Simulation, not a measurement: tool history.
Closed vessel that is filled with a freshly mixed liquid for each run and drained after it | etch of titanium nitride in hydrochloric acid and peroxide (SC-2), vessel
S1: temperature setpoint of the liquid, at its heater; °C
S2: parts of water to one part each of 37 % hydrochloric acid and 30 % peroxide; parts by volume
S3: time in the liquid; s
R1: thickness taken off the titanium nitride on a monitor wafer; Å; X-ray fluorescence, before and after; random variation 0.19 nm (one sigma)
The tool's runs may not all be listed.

run  hour    S1   S2   S3      R1
  1     0    62  6.5  875  967.11
  2   5.1    62  6.5  875  958.52
  3   6.2    62  8.5  875  782.52
  4  12.6    62  8.5  935     838
  5  17.4    57  8.5  935   608.7
     19.9  -- thermometer replaced
  6  19.9    51  8.5  935  355.86
  7  22.7  51.5  8.5  935   366.7
  8  29.8    52  8.5  935  379.73

Run 9 comes next. What will it give?
  9  31.1  56.5  8.5  935   ?

R1: 505.36 Å
